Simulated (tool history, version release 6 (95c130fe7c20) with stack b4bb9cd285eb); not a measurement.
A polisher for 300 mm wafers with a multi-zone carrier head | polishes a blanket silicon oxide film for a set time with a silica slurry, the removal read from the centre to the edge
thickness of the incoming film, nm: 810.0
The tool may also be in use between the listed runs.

| run | hour | flow of slurry (ml/min) | pressure of the head's centre zone | pressure of the head's middle zone | pressure of the head's edge zone | abrasive content of the slurry | polishing time (s) | film removed at the wafer's centre (Å) | film removed at mid-radius (Å) | film removed at the wafer's edge (Å) |
|---|---|---|---|---|---|---|---|---|---|---|
| 1 | 0 | 210 | 1 | 1 | 1 | 1 | 65 | 2792.3 | 2772.8 | 2796.7 |
| 2 | 1.4 | 210 | 1 | 1 | 0.97 | 1 | 65 | 2752.3 | 2767.9 | 2740.5 |
| 3 | 5.7 | 200 | 0.97 | 0.98 | 0.97 | 1 | 65 | 2686.9 | 2688.8 | 2779.3 |
| 4 | 12.3 | 200 | 0.97 | 0.98 | 0.97 | 1 | 52 | 2138.9 | 2179.5 | 2202 |
| 5 | 14.4 | 200 | 0.97 | 0.98 | 1.05 | 1 | 52 | 2130.5 | 2166.9 | 2293.9 |
| 6 | 19 | 210 | 0.96 | 0.99 | 1.07 | 1 | 52 | 2112.7 | 2203.7 | 2292.6 |
| 7 | 20.1 | 210 | 0.95 | 0.99 | 1.09 | 1.05 | 52 | 2189.7 | 2203.6 | 2312.5 |

Run 8 comes next. What will it give?
| 8 | 21.8 | 195 | 0.93 | 0.99 | 1.1 | 1.05 | 53 | ? | ? | ? |

Run 8 gave film removed at the wafer's centre (Å) 2126.4, film removed at mid-radius (Å) 2246.9, film removed at the wafer's edge (Å) 2380.7.

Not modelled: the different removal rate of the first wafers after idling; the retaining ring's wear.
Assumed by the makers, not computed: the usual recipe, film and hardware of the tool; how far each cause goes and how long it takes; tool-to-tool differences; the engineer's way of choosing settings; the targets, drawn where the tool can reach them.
